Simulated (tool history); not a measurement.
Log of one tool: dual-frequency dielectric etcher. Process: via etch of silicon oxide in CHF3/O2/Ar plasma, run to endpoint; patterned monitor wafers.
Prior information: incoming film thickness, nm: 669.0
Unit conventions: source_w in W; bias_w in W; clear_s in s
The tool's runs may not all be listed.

run  hour  source_w  bias_w  clear_s
  1     0       780     150   338.38
  2   4.8       830     155   322.32
  3    12       730     155   344.78
  4  14.3       730     175   331.33
  5  18.8       600     175   372.42
  6  25.7       680     175   344.11
  7  28.1       730     176    329.1
  8  30.8       890     182   289.48
  9  32.3       900     182   286.19
 10  33.7       910     182    287.1

What does the tool deliver on the next run?
 11  38.5       920     182        ?

clear_s: 281.87 s
